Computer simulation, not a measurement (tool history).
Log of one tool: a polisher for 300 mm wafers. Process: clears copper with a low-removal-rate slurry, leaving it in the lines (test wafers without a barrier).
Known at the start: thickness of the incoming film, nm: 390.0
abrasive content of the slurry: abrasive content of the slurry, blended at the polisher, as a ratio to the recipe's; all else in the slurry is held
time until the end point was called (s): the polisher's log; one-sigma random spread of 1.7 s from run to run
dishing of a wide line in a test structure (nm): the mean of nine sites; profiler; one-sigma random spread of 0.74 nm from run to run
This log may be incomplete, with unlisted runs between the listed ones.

| run | hour | flow of slurry (ml/min) | pressure of the wafer on the pad (kPa) | speed of the pad under the wafer (cm/s) | abrasive content of the slurry | overpolish time after the end point (s) | time until the end point was called (s) | dishing of a wide line in a test structure (nm) |
|---|---|---|---|---|---|---|---|---|
| 1 | 0.0 | 160 | 26.9 | 130 | 1.0 | 21 | 69.498 | 74.894 |
| 2 | 5.9 | 160 | 26.9 | 106 | 1.0 | 21 | 77.784 | 67.801 |
| 3 | 10.8 | 160 | 21.4 | 106 | 1.0 | 21 | 96.391 | 54.801 |
| 4 | 16.4 | 160 | 21.4 | 106 | 1.0 | 22 | 99.510 | 56.494 |
| 5 | 22.3 | 190 | 21.4 | 106 | 1.0 | 22 | 92.558 | 57.367 |
| 6 | 25.0 | 190 | 16.5 | 106 | 1.0 | 22 | 123.670 | 47.598 |
| 7 | 30.7 | 190 | 17.9 | 108 | 1.0 | 23 | 110.300 | 52.918 |
| 8 | 36.5 | 190 | 18.6 | 108 | 1.0 | 24 | 112.230 | 55.743 |

Run 9 comes next. What will it give?
| 9 | 43.4 | 190 | 20.0 | 108 | 1.0 | 24 | ? | ? |

time until the end point was called (s): 100.390
dishing of a wide line in a test structure (nm): 58.507

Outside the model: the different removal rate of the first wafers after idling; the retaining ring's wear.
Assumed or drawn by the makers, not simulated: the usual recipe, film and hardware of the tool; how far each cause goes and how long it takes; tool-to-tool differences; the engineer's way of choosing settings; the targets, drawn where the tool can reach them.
